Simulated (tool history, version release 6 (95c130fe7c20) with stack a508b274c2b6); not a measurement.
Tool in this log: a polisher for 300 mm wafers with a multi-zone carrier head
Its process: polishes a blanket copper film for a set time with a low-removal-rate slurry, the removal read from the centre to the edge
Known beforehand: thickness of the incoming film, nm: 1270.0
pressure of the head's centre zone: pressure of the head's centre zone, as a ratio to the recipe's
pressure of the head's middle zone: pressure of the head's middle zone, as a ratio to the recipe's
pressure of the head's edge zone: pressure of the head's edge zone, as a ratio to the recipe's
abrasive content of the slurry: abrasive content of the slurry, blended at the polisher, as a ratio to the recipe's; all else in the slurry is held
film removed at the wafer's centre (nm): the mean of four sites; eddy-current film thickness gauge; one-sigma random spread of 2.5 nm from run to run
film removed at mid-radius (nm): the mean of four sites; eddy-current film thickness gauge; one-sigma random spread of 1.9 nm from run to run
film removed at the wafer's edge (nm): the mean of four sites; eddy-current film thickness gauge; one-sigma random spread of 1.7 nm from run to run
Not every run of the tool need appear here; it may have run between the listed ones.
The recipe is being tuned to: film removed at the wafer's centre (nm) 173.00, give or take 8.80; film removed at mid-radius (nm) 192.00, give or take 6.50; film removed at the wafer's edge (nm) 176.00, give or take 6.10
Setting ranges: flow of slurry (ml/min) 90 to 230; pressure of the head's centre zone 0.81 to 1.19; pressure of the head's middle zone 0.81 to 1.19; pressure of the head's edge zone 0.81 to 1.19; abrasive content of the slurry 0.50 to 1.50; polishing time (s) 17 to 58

run  hour  flow of slurry (ml/min)  pressure of the head's centre zone  pressure of the head's middle zone  pressure of the head's edge zone  abrasive content of the slurry  polishing time (s)  film removed at the wafer's centre (nm)  film removed at mid-radius (nm)  film removed at the wafer's edge (nm)
  1   0.0                      150                                1.00                                1.00                              1.00                            1.00                  37                                   144.10                           143.14                                 142.54
  2   3.6                      155                                1.00                                1.02                              1.01                            1.05                  37                                   145.44                           147.27                                 141.65
  3   6.7                      155                                0.96                                1.02                              1.01                            1.05                  37                                   144.25                           143.56                                 145.33
  4  12.9                      155                                0.96                                1.04                              1.02                            1.10                  38                                   148.39                           155.98                                 151.50
  5  20.5                      160                                0.96                                1.05                              1.03                            1.15                  38                                   149.69                           156.01                                 152.36
  6  25.0                      195                                0.96                                1.05                              1.03                            1.15                  38                                   152.09                           163.11                                 155.44
  7  25.6                      195                                0.96                                1.06                              1.04                            1.20                  38                                   154.77                           164.85                                 153.94
  8  29.8                      190                                0.94                                1.08                              1.05                            1.30                  40                                   164.76                           180.10                                 169.57
  9  38.4                      190                                0.95                                1.10                              1.06                            1.35                  40                                   166.11                           183.80                                 169.28

Exactly one of the 5 candidate moves below puts every result within its allowed miss. Which one?
  A  47.0                      200                                1.03                                1.13                              1.04                            1.35                  38                                        ?                                ?                                      ?
  B  47.0                      155                                0.81                                1.11                              1.12                            1.35                  41                                        ?                                ?                                      ?
  C  47.0                      125                                0.87                                1.08                              1.17                            1.45                  42                                        ?                                ?                                      ?
  D  47.0                      175                                0.86                                1.12                              1.11                            1.45                  40                                        ?                                ?                                      ?
  E  47.0                      190                                0.95                                1.10                              1.05                            1.30                  42                                        ?                                ?                                      ?

move  film removed at the wafer's centre (nm)  film removed at mid-radius (nm)  film removed at the wafer's edge (nm)
   A                                   164.67                           180.92                                 163.33
   B                                   146.94                           184.86                                 175.35
   C                                   152.13                           180.33                                 179.92
   D                                   154.27                           188.35                                 175.80
   E                                   170.20                           192.42                                 178.67
A: the biggest miss grows against the last run
B: the biggest miss grows against the last run
C: the biggest miss grows against the last run
D: brings the last run's worst result on target, with another outside its allowed miss
E: all results land within tolerance of their targets
So the answer is move E, the one that meets all the targets.
